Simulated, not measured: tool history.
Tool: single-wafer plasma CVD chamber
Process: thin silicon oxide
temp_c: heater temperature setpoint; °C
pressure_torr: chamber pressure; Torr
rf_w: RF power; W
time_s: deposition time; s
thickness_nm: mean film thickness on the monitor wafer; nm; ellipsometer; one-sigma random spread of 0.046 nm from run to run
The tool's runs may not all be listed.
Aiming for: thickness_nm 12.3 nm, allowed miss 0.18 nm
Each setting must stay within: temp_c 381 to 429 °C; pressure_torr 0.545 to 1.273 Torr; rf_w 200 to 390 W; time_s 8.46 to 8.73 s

Run 1, hour 0: temp_c 405 °C, pressure_torr 0.909 Torr, rf_w 295 W, time_s 8.46 s. Result: thickness_nm 15.757 nm.
Run 2, hour 5.1: temp_c 409 °C, pressure_torr 0.909 Torr, rf_w 295 W, time_s 8.46 s. Result: thickness_nm 15.617 nm.
Run 3, hour 8.2: temp_c 409 °C, pressure_torr 0.909 Torr, rf_w 295 W, time_s 8.73 s. Result: thickness_nm 16.214 nm.
Run 4, hour 13.5: temp_c 403 °C, pressure_torr 0.909 Torr, rf_w 295 W, time_s 8.73 s. Result: thickness_nm 16.267 nm.
Run 5, hour 21.9: temp_c 403 °C, pressure_torr 0.909 Torr, rf_w 295 W, time_s 8.46 s. Result: thickness_nm 15.76 nm.
Run 6, hour 28.3: temp_c 413 °C, pressure_torr 0.909 Torr, rf_w 295 W, time_s 8.46 s. Result: thickness_nm 15.586 nm.
Run 7, hour 32.4: temp_c 413 °C, pressure_torr 0.883 Torr, rf_w 295 W, time_s 8.46 s. Result: thickness_nm 15.298 nm.
Run 8, hour 40.1: temp_c 413 °C, pressure_torr 0.701 Torr, rf_w 290 W, time_s 8.46 s. Result: thickness_nm 12.811 nm.
Run 9, hour 41.2: temp_c 413 °C, pressure_torr 0.697 Torr, rf_w 290 W, time_s 8.46 s. Result: thickness_nm 12.743 nm.
Run 10, hour 48.2: temp_c 413 °C, pressure_torr 0.693 Torr, rf_w 290 W, time_s 8.46 s. Result: thickness_nm 12.668 nm.

Exercise: of the 4 proposed moves below, exactly one satisfies all targets within the stated allowed misses. Which move is it?
Run A, hour 55.2: temp_c 420 °C, pressure_torr 0.659 Torr, rf_w 280 W, time_s 8.46 s. Result: thickness_nm ?.
Run B, hour 55.2: temp_c 416 °C, pressure_torr 0.688 Torr, rf_w 270 W, time_s 8.63 s. Result: thickness_nm ?.
Run C, hour 55.2: temp_c 409 °C, pressure_torr 0.692 Torr, rf_w 290 W, time_s 8.46 s. Result: thickness_nm ?.
Run D, hour 55.2: temp_c 409 °C, pressure_torr 0.566 Torr, rf_w 320 W, time_s 8.73 s. Result: thickness_nm ?.

move  thickness_nm
   A        11.814
   B        12.233
   C        12.638
   D        11.702
A: carries the result that was furthest off beyond its target, to the other side
B: hits every target within its allowed miss
C: nearer than the last run, and not there yet
D: carries the result that was furthest off beyond its target, to the other side
Answer: B
